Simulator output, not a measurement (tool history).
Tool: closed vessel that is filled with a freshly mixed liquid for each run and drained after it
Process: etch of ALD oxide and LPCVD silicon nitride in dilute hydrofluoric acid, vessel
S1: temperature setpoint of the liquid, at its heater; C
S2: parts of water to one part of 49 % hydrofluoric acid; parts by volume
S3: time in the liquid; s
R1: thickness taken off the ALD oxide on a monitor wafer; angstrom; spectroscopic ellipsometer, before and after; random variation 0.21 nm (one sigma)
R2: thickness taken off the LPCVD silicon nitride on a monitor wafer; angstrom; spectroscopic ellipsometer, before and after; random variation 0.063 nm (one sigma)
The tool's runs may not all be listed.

run,hour,S1,S2,S3,R1,R2
1,0.0,23.0,190,250,260.67,7.2349
2,1.1,24.5,180,250,293.17,8.3309
3,9.2,24.5,180,360,422.47,10.8170
4,13.2,24.5,180,285,333.66,8.7077
5,18.9,25.5,180,285,347.42,9.7498
6,22.7,23.5,180,285,322.92,8.1927

Run 7 comes next. What will it give?
7,29.0,24.5,175,285,?,?

Run 7 gave R1 344.65 angstrom, R2 9.1456 angstrom.
